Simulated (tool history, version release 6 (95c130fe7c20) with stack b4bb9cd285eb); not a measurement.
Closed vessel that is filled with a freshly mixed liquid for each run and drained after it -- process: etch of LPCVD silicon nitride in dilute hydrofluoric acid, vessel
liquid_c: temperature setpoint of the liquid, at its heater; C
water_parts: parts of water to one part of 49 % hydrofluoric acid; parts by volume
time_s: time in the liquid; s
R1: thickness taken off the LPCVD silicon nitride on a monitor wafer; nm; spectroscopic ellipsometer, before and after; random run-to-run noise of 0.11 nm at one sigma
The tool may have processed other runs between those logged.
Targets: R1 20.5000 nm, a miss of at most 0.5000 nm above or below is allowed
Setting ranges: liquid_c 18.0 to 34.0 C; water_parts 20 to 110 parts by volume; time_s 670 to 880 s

{"run": 1, "day": 0.0, "liquid_c": 26.0, "water_parts": 60, "time_s": 880, "R1": 7.9271}
{"run": 2, "day": 0.121, "liquid_c": 26.0, "water_parts": 60, "time_s": 880, "R1": 8.0071}
{"run": 3, "day": 0.471, "liquid_c": 26.0, "water_parts": 60, "time_s": 880, "R1": 7.9067}
{"run": 4, "day": 0.542, "liquid_c": 27.0, "water_parts": 55, "time_s": 880, "R1": 9.113}
{"run": 5, "day": 0.629, "liquid_c": 24.0, "water_parts": 55, "time_s": 880, "R1": 7.4492}
{"run": 6, "day": 0.854, "liquid_c": 24.0, "water_parts": 55, "time_s": 670, "R1": 5.7254}
{"run": 7, "day": 1.012, "liquid_c": 25.5, "water_parts": 50, "time_s": 670, "R1": 7.0375}
{"run": 8, "day": 1.121, "liquid_c": 27.0, "water_parts": 45, "time_s": 690, "R1": 8.7698}
{"run": 9, "day": 1.225, "liquid_c": 28.0, "water_parts": 40, "time_s": 690, "R1": 10.587}
{"run": 10, "day": 1.538, "liquid_c": 29.0, "water_parts": 40, "time_s": 690, "R1": 11.302}
{"run": 11, "day": 1.621, "liquid_c": 30.0, "water_parts": 40, "time_s": 690, "R1": 12.097}
{"run": 12, "day": 1.829, "liquid_c": 30.5, "water_parts": 35, "time_s": 690, "R1": 14.222}
{"run": 13, "day": 2.004, "liquid_c": 31.0, "water_parts": 35, "time_s": 690, "R1": 14.639}
{"run": 14, "day": 2.358, "liquid_c": 31.5, "water_parts": 35, "time_s": 690, "R1": 15.045}
{"run": 15, "day": 2.721, "liquid_c": 32.0, "water_parts": 35, "time_s": 690, "R1": 15.516}
{"run": 16, "day": 3.046, "liquid_c": 32.5, "water_parts": 35, "time_s": 690, "R1": 15.87}
{"run": 17, "day": 3.333, "liquid_c": 33.5, "water_parts": 30, "time_s": 690, "R1": 20.03}

Exercise: of the 5 proposed moves below, exactly one satisfies all targets within the stated allowed misses. Which move is it?
{"run": "A", "day": 3.621, "liquid_c": 31.5, "water_parts": 25, "time_s": 670, "R1": "?"}
{"run": "B", "day": 3.621, "liquid_c": 33.5, "water_parts": 35, "time_s": 760, "R1": "?"}
{"run": "C", "day": 3.621, "liquid_c": 32.5, "water_parts": 30, "time_s": 720, "R1": "?"}
{"run": "D", "day": 3.621, "liquid_c": 31.5, "water_parts": 30, "time_s": 735, "R1": "?"}
{"run": "E", "day": 3.621, "liquid_c": 32.5, "water_parts": 30, "time_s": 700, "R1": "?"}

move=A R1=20.1530
move=B R1=18.7120
move=C R1=19.3450
move=D R1=18.5170
move=E R1=18.8080
A: all results in spec
B: moves away from the targets compared with the last run
C: moves away from the targets compared with the last run
D: moves away from the targets compared with the last run
E: moves away from the targets compared with the last run
Go with A: it meets all targets.
